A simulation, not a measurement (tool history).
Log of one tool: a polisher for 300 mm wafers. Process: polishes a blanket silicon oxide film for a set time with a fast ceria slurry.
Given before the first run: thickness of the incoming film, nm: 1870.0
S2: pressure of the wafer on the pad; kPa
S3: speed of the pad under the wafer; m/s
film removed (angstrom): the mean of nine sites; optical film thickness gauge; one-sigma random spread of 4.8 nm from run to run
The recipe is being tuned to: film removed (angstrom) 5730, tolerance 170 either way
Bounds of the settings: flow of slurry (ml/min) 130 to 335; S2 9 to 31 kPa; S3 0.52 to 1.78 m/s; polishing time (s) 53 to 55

run 1 hour=0 | flow_of_slurry_(ml/min)=215 S2=20 S3=1.14 polishing_time_(s)=53 | film_removed_(angstrom)=8868.9
run 2 hour=5.2 | flow_of_slurry_(ml/min)=210 S2=17.2 S3=1.14 polishing_time_(s)=53 | film_removed_(angstrom)=7501.2
run 3 hour=6.6 | flow_of_slurry_(ml/min)=210 S2=17.2 S3=1.14 polishing_time_(s)=53 | film_removed_(angstrom)=7641.9
run 4 hour=14.7 | flow_of_slurry_(ml/min)=210 S2=20 S3=1.14 polishing_time_(s)=53 | film_removed_(angstrom)=8878.7
run 5 hour=20.3 | flow_of_slurry_(ml/min)=210 S2=20 S3=1.14 polishing_time_(s)=55 | film_removed_(angstrom)=9026.1
run 6 hour=24.1 | flow_of_slurry_(ml/min)=200 S2=17.2 S3=1.14 polishing_time_(s)=55 | film_removed_(angstrom)=7784.4
run 7 hour=29.8 | flow_of_slurry_(ml/min)=190 S2=15.9 S3=1.14 polishing_time_(s)=55 | film_removed_(angstrom)=7178.3
run 8 hour=30.3 | flow_of_slurry_(ml/min)=180 S2=15.2 S3=1.14 polishing_time_(s)=55 | film_removed_(angstrom)=6899.9
run 9 hour=34.8 | flow_of_slurry_(ml/min)=180 S2=15.2 S3=1.14 polishing_time_(s)=55 | film_removed_(angstrom)=6798.5

Below are 4 possible settings for the next run. Only one of them brings all results inside the allowed miss of their targets. Which is it?
run A hour=39.3 | flow_of_slurry_(ml/min)=210 S2=16.5 S3=1.22 polishing_time_(s)=55 | film_removed_(angstrom)=?
run B hour=39.3 | flow_of_slurry_(ml/min)=160 S2=14.5 S3=1.1 polishing_time_(s)=53 | film_removed_(angstrom)=?
run C hour=39.3 | flow_of_slurry_(ml/min)=185 S2=11 S3=1.3 polishing_time_(s)=55 | film_removed_(angstrom)=?
run D hour=39.3 | flow_of_slurry_(ml/min)=145 S2=17.2 S3=0.92 polishing_time_(s)=55 | film_removed_(angstrom)=?

move=A film_removed_(angstrom)=8245.1
move=B film_removed_(angstrom)=6115.8
move=C film_removed_(angstrom)=5866.4
move=D film_removed_(angstrom)=6231.7
A: its largest miss is bigger than the last run's
B: nearer than the last run, and not there yet
C: all results land within tolerance of their targets
D: nearer than the last run, and not there yet
Go with C: it meets all targets.
